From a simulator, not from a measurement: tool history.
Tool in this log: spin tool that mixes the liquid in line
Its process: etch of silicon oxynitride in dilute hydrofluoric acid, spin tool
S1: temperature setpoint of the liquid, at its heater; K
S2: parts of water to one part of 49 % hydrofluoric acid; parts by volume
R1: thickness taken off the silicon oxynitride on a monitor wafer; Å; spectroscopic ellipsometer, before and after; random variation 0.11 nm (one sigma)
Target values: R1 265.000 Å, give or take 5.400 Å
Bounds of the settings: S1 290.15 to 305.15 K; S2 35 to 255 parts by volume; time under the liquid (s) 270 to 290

{"run": 1, "day": 0.0, "S1": 297.15, "S2": 145, "time under the liquid (s)": 270, "R1": 76.271}
{"run": 2, "day": 0.354, "S1": 298.65, "S2": 120, "time under the liquid (s)": 270, "R1": 100.66}
{"run": 3, "day": 0.525, "S1": 300.15, "S2": 100, "time under the liquid (s)": 270, "R1": 131.38}
{"run": 4, "day": 0.571, "S1": 298.15, "S2": 100, "time under the liquid (s)": 270, "R1": 120.14}
{"run": 5, "day": 0.625, "S1": 299.65, "S2": 90, "time under the liquid (s)": 270, "R1": 144.88}
{"run": 6, "day": 0.717, "S1": 300.65, "S2": 80, "time under the liquid (s)": 270, "R1": 170.33}
{"run": 7, "day": 0.825, "S1": 301.65, "S2": 75, "time under the liquid (s)": 270, "R1": 192.82}
{"run": 8, "day": 0.958, "S1": 302.65, "S2": 75, "time under the liquid (s)": 270, "R1": 201.86}
{"run": 9, "day": 1.092, "S1": 303.15, "S2": 70, "time under the liquid (s)": 270, "R1": 220.65}
{"run": 10, "day": 1.154, "S1": 303.65, "S2": 70, "time under the liquid (s)": 270, "R1": 226.63}
{"run": 11, "day": 1.367, "S1": 304.15, "S2": 70, "time under the liquid (s)": 270, "R1": 232.66}
{"run": 12, "day": 1.65, "S1": 304.65, "S2": 65, "time under the liquid (s)": 270, "R1": 257.11}

Exactly one of the 4 candidate moves below puts every result within its allowed miss. Which one?
{"run": "A", "day": 1.933, "S1": 305.15, "S2": 70, "time under the liquid (s)": 280, "R1": "?"}
{"run": "B", "day": 1.933, "S1": 303.15, "S2": 65, "time under the liquid (s)": 280, "R1": "?"}
{"run": "C", "day": 1.933, "S1": 302.65, "S2": 60, "time under the liquid (s)": 280, "R1": "?"}
{"run": "D", "day": 1.933, "S1": 304.65, "S2": 70, "time under the liquid (s)": 285, "R1": "?"}

move=A R1=253.290
move=B R1=249.830
move=C R1=265.620
move=D R1=251.940
A: lands further from the targets than the last run did
B: lands further from the targets than the last run did
C: hits every target within its allowed miss
D: lands further from the targets than the last run did
Move C is the one to make.

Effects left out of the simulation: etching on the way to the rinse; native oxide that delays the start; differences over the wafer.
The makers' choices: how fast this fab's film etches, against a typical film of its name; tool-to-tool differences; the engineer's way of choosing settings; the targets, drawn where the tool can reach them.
